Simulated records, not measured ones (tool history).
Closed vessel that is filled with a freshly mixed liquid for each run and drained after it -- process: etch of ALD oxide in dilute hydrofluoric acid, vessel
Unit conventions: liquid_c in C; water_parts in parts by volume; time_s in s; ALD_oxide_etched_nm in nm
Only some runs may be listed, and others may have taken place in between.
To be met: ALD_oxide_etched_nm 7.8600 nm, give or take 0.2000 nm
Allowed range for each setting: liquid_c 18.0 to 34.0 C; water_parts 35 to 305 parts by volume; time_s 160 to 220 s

run  hour  liquid_c  water_parts  time_s  ALD_oxide_etched_nm
  1   0.0      26.0          170     220              14.3450
  2   2.9      23.5          185     220              11.7110
  3   7.6      22.0          195     220              10.5850
  4  15.3      19.5          195     220               9.6119
  5  17.9      22.5          195     220              10.7730
  6  26.5      22.5          165     220              13.0180
  7  34.6      21.0          180     220              11.1340
     35.8  -- thermometer replaced
  8  35.8      20.0          190     220               9.5739
  9  40.9      19.5          195     220               8.9451

Exercise: of the 5 proposed moves below, exactly one satisfies all targets within the stated allowed misses. Which move is it?
  A  46.0      18.5          165     220                    ?
  B  46.0      20.0          170     220                    ?
  C  46.0      18.5          190     205                    ?
  D  46.0      19.5          205     190                    ?
  E  46.0      19.0          165     160                    ?

move  ALD_oxide_etched_nm
   A              10.5700
   B              10.8340
   C               8.3480
   D               7.3501
   E               7.8424
A: misses by more than the last run did
B: misses by more than the last run did
C: nearer than the last run, and not there yet
D: the result that was furthest off in the last run now lies on the other side of its target
E: each result inside its tolerance
So the answer is move E, the one that meets all the targets.
